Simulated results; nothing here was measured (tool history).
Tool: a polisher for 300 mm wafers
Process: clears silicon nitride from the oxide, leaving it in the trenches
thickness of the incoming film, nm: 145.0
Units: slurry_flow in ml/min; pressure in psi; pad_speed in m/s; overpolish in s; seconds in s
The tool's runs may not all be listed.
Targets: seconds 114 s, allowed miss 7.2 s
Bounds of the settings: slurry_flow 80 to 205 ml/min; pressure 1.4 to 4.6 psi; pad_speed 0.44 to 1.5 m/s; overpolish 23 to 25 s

Run 1, hour 0: slurry_flow 135 ml/min, pressure 3 psi, pad_speed 0.96 m/s, overpolish 23 s. Result: seconds 213.39 s.
Run 2, hour 8.4: slurry_flow 135 ml/min, pressure 3 psi, pad_speed 0.96 m/s, overpolish 23 s. Result: seconds 209.64 s.
Run 3, hour 9.9: slurry_flow 135 ml/min, pressure 3.2 psi, pad_speed 0.98 m/s, overpolish 23 s. Result: seconds 192.8 s.
Run 4, hour 18.4: slurry_flow 155 ml/min, pressure 3.2 psi, pad_speed 0.98 m/s, overpolish 23 s. Result: seconds 181.38 s.
Run 5, hour 21.8: slurry_flow 155 ml/min, pressure 3.2 psi, pad_speed 0.78 m/s, overpolish 23 s. Result: seconds 231.71 s.
Run 6, hour 24.9: slurry_flow 155 ml/min, pressure 2.5 psi, pad_speed 0.78 m/s, overpolish 23 s. Result: seconds 286.01 s.
Run 7, hour 25.6: slurry_flow 160 ml/min, pressure 2.8 psi, pad_speed 0.82 m/s, overpolish 23 s. Result: seconds 244.87 s.
Run 8, hour 32.4: slurry_flow 165 ml/min, pressure 3.1 psi, pad_speed 0.84 m/s, overpolish 23 s. Result: seconds 211.63 s.
Run 9, hour 38.6: slurry_flow 170 ml/min, pressure 3.3 psi, pad_speed 0.86 m/s, overpolish 23 s. Result: seconds 194.71 s.
Run 10, hour 39.8: slurry_flow 170 ml/min, pressure 3.5 psi, pad_speed 0.88 m/s, overpolish 23 s. Result: seconds 186.65 s.
Run 11, hour 41.1: slurry_flow 170 ml/min, pressure 3.7 psi, pad_speed 0.9 m/s, overpolish 23 s. Result: seconds 171.16 s.
Run 12, hour 50: slurry_flow 170 ml/min, pressure 3.8 psi, pad_speed 0.92 m/s, overpolish 23 s. Result: seconds 160.15 s.
At hour 54.8: slurry nozzle cleaned.
Run 13, hour 54.8: slurry_flow 170 ml/min, pressure 3.9 psi, pad_speed 0.94 m/s, overpolish 23 s. Result: seconds 150.63 s.
Run 14, hour 57.2: slurry_flow 170 ml/min, pressure 4 psi, pad_speed 0.94 m/s, overpolish 23 s. Result: seconds 144.71 s.
Run 15, hour 63.5: slurry_flow 170 ml/min, pressure 4.1 psi, pad_speed 0.94 m/s, overpolish 23 s. Result: seconds 140.94 s.
Run 16, hour 65.1: slurry_flow 170 ml/min, pressure 4.2 psi, pad_speed 0.94 m/s, overpolish 23 s. Result: seconds 139.71 s.
Run 17, hour 72.4: slurry_flow 170 ml/min, pressure 4.3 psi, pad_speed 0.94 m/s, overpolish 23 s. Result: seconds 134.86 s.
Run 18, hour 76.7: slurry_flow 175 ml/min, pressure 4.5 psi, pad_speed 0.98 m/s, overpolish 23 s. Result: seconds 126.7 s.

Which of these 5 next moves meets every target?
Run A, hour 81: slurry_flow 175 ml/min, pressure 4.6 psi, pad_speed 1.02 m/s, overpolish 23 s. Result: seconds ?.
Run B, hour 81: slurry_flow 190 ml/min, pressure 4.6 psi, pad_speed 0.86 m/s, overpolish 23 s. Result: seconds ?.
Run C, hour 81: slurry_flow 200 ml/min, pressure 4.5 psi, pad_speed 0.9 m/s, overpolish 25 s. Result: seconds ?.
Run D, hour 81: slurry_flow 190 ml/min, pressure 4.3 psi, pad_speed 0.92 m/s, overpolish 23 s. Result: seconds ?.
Run E, hour 81: slurry_flow 155 ml/min, pressure 4.2 psi, pad_speed 0.8 m/s, overpolish 23 s. Result: seconds ?.

move  seconds
   A   118.45
   B   135.35
   C   132.15
   D   136.57
   E   162.27
A: meets every target
B: further off than the last run
C: further off than the last run
D: further off than the last run
E: further off than the last run
The right move is A.
